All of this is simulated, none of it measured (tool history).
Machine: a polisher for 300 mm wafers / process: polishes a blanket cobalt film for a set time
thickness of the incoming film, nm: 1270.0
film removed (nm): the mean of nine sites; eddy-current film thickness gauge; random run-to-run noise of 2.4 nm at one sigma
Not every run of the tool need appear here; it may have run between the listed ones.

run,hour,flow of slurry (ml/min),pressure of the wafer on the pad (psi),speed of the pad under the wafer (cm/s),polishing time (s),film removed (nm)
1,0,175,1.7,82,90,287.79
2,3.4,175,1.7,82,95,303.25
3,6.5,195,1.7,82,95,302.42
4,10.5,195,2.1,82,95,383
5,18.1,195,2,82,95,363.27
6,23.1,195,1.9,82,95,352.35
7,24.2,190,1.8,82,95,323.45

For run 8, what comes out?
8,24.8,190,1.7,82,95,?

Run 8 yielded film removed (nm) 306.32.

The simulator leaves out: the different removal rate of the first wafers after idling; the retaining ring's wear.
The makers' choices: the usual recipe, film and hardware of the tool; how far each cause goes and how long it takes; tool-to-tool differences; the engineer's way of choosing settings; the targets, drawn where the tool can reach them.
